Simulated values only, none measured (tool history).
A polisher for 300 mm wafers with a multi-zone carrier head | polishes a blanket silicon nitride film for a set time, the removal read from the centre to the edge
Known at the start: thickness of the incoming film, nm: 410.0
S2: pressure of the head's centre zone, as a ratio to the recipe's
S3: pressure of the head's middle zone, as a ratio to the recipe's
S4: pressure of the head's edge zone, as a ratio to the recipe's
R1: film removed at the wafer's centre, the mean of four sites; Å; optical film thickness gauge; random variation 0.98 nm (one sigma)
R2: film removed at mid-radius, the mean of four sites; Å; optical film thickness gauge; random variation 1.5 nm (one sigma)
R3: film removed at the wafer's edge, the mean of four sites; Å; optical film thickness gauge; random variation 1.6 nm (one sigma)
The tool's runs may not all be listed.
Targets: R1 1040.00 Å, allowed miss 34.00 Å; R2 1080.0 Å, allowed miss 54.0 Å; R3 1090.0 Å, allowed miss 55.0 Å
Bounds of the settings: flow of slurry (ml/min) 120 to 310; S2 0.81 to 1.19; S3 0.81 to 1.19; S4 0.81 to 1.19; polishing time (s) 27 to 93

run 1 hour=0.0 | flow_of_slurry_(ml/min)=200 S2=1.00 S3=1.00 S4=1.00 polishing_time_(s)=59 | R1=1194.60 R2=1220.1 R3=1218.2
run 2 hour=8.1 | flow_of_slurry_(ml/min)=200 S2=1.05 S3=1.00 S4=1.00 polishing_time_(s)=59 | R1=1266.20 R2=1231.5 R3=1199.4
run 3 hour=15.6 | flow_of_slurry_(ml/min)=200 S2=1.13 S3=1.00 S4=1.00 polishing_time_(s)=59 | R1=1373.40 R2=1225.7 R3=1263.2
run 4 hour=19.4 | flow_of_slurry_(ml/min)=200 S2=1.13 S3=0.95 S4=1.00 polishing_time_(s)=59 | R1=1358.90 R2=1168.0 R3=1224.7
run 5 hour=26.1 | flow_of_slurry_(ml/min)=155 S2=1.13 S3=0.95 S4=1.00 polishing_time_(s)=59 | R1=1303.60 R2=1151.8 R3=1209.7
run 6 hour=28.1 | flow_of_slurry_(ml/min)=150 S2=1.10 S3=0.95 S4=1.00 polishing_time_(s)=59 | R1=1257.40 R2=1109.7 R3=1217.5
run 7 hour=32.3 | flow_of_slurry_(ml/min)=150 S2=1.07 S3=0.96 S4=0.99 polishing_time_(s)=58 | R1=1227.00 R2=1122.0 R3=1194.5
run 8 hour=34.8 | flow_of_slurry_(ml/min)=155 S2=1.05 S3=0.96 S4=0.99 polishing_time_(s)=57 | R1=1173.60 R2=1122.1 R3=1171.1
run 9 hour=42.3 | flow_of_slurry_(ml/min)=155 S2=1.04 S3=0.96 S4=0.98 polishing_time_(s)=56 | R1=1118.70 R2=1082.8 R3=1103.4

Which of these 5 next moves meets every target?
run A hour=49.8 | flow_of_slurry_(ml/min)=220 S2=1.14 S3=0.99 S4=0.81 polishing_time_(s)=52 | R1=? R2=? R3=?
run B hour=49.8 | flow_of_slurry_(ml/min)=165 S2=1.04 S3=0.90 S4=0.98 polishing_time_(s)=55 | R1=? R2=? R3=?
run C hour=49.8 | flow_of_slurry_(ml/min)=130 S2=0.97 S3=0.97 S4=0.96 polishing_time_(s)=56 | R1=? R2=? R3=?
run D hour=49.8 | flow_of_slurry_(ml/min)=120 S2=0.81 S3=0.95 S4=0.94 polishing_time_(s)=64 | R1=? R2=? R3=?
run E hour=49.8 | flow_of_slurry_(ml/min)=215 S2=1.11 S3=1.04 S4=0.97 polishing_time_(s)=52 | R1=? R2=? R3=?

move=A R1=1237.80 R2=1113.3 R3=989.0
move=B R1=1140.60 R2=1044.8 R3=1109.2
move=C R1=1034.30 R2=1087.5 R3=1084.9
move=D R1=968.35 R2=1203.7 R3=1214.6
move=E R1=1201.60 R2=1157.3 R3=1070.6
A: further off than the last run
B: further off than the last run
C: meets every target
D: takes the result that was furthest off past its target
E: further off than the last run
The right move is C.
